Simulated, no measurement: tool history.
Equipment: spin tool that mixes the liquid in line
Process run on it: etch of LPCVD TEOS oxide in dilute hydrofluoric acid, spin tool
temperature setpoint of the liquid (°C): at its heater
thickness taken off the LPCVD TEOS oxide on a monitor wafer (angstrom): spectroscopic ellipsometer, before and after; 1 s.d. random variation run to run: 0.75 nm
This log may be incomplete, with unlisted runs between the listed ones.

run,day,temperature setpoint of the liquid (°C),parts of water to one part of 49 % hydrofluoric acid (parts by volume),time under the liquid (s),thickness taken off the LPCVD TEOS oxide on a monitor wafer (angstrom)
1,0,23,55,55,550.26
2,0.342,24.5,55,55,573.64
3,0.475,24.5,55,55,573.94
4,0.596,24.5,55,55,579.68
5,0.888,24.5,55,55,580.85
# day 0.979: thermometer replaced
6,0.979,26,55,55,571.74

Forecast run 7:
7,1.075,26,55,55,?

{"run 7": {"thickness taken off the LPCVD TEOS oxide on a monitor wafer (angstrom)": 593.94}}

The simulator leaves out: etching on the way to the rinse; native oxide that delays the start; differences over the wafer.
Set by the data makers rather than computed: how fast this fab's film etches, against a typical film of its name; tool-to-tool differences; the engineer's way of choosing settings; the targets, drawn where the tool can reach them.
